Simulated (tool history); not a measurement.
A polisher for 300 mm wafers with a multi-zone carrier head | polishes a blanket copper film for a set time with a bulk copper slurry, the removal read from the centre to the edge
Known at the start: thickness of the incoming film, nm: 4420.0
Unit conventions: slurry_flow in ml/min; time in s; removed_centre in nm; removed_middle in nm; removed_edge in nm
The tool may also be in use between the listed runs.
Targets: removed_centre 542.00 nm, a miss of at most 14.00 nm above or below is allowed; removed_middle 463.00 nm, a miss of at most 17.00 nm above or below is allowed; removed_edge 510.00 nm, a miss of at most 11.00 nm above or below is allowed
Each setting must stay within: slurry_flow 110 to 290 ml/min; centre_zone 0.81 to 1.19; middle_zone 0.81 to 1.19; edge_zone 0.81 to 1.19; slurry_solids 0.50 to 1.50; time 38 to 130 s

run,hour,slurry_flow,centre_zone,middle_zone,edge_zone,slurry_solids,time,removed_centre,removed_middle,removed_edge
1,0.0,185,1.00,1.00,1.00,1.00,84,626.28,612.30,624.22
2,2.3,185,1.00,0.91,1.00,1.00,84,632.56,570.09,619.10
3,10.9,185,1.00,0.91,0.92,1.00,84,630.01,565.45,601.24
4,19.3,185,1.00,0.94,0.92,1.00,84,639.99,585.28,591.36
5,27.9,175,0.99,0.91,0.91,0.95,84,611.87,567.00,587.63
6,31.0,175,0.99,0.91,0.84,0.95,84,612.31,551.02,556.61
7,34.8,170,0.99,0.89,0.84,0.90,84,600.02,548.43,559.14
8,40.0,170,1.00,0.87,0.85,0.85,82,580.42,508.19,531.50

Consider the 5 candidate settings below. Which is the only one whose results all fall within their allowed miss of target?
A,45.2,190,1.07,0.88,0.81,0.80,80,?,?,?
B,45.2,170,1.04,0.82,0.83,0.80,85,?,?,?
C,45.2,180,1.03,1.01,0.81,0.85,85,?,?,?
D,45.2,145,1.01,0.85,0.89,1.10,73,?,?,?
E,45.2,190,1.05,0.95,0.85,0.95,81,?,?,?

move,removed_centre,removed_middle,removed_edge
A,611.09,500.46,506.06
B,620.01,494.25,537.85
C,630.53,602.21,542.66
D,547.75,464.43,509.50
E,635.87,565.40,547.43
A: moves away from the targets compared with the last run
B: moves away from the targets compared with the last run
C: moves away from the targets compared with the last run
D: in spec on every target
E: moves away from the targets compared with the last run
Correct choice: D, which meets every target
